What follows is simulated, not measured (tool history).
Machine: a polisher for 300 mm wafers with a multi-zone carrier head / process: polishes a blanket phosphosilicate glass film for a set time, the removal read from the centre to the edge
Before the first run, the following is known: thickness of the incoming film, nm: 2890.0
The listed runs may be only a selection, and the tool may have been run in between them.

| run | day | flow of slurry (ml/min) | pressure of the head's centre zone | pressure of the head's middle zone | pressure of the head's edge zone | abrasive content of the slurry | polishing time (s) | film removed at the wafer's centre (nm) | film removed at mid-radius (nm) | film removed at the wafer's edge (nm) |
|---|---|---|---|---|---|---|---|---|---|---|
| 1 | 0.000 | 230 | 1.00 | 1.00 | 1.00 | 1.00 | 44 | 308.09 | 309.16 | 301.49 |
| 2 | 0.317 | 230 | 1.00 | 1.00 | 0.94 | 1.00 | 44 | 310.37 | 316.13 | 292.34 |
| 3 | 0.383 | 225 | 0.98 | 0.97 | 0.95 | 0.90 | 44 | 289.55 | 298.12 | 290.53 |
| 4 | 0.700 | 225 | 0.98 | 0.97 | 0.95 | 1.05 | 44 | 302.15 | 310.80 | 299.58 |
| 5 | 0.746 | 225 | 0.98 | 0.97 | 0.95 | 1.15 | 44 | 315.78 | 320.85 | 309.70 |
| 6 | 0.962 | 225 | 0.98 | 0.97 | 0.91 | 1.15 | 44 | 313.25 | 319.90 | 301.21 |
| 7 | 1.300 | 220 | 0.97 | 0.94 | 0.91 | 1.05 | 43 | 295.71 | 294.01 | 288.28 |
| 8 | 1.600 | 215 | 0.95 | 0.92 | 0.90 | 0.95 | 43 | 281.60 | 272.45 | 275.84 |
| 9 | 1.783 | 210 | 0.92 | 0.91 | 0.90 | 0.90 | 43 | 268.10 | 267.13 | 269.29 |

Run 10 comes next. What will it give?
| 10 | 2.079 | 205 | 0.90 | 0.89 | 0.90 | 0.85 | 43 | ? | ? | ? |

film removed at the wafer's centre (nm): 251.87
film removed at mid-radius (nm): 258.73
film removed at the wafer's edge (nm): 263.27
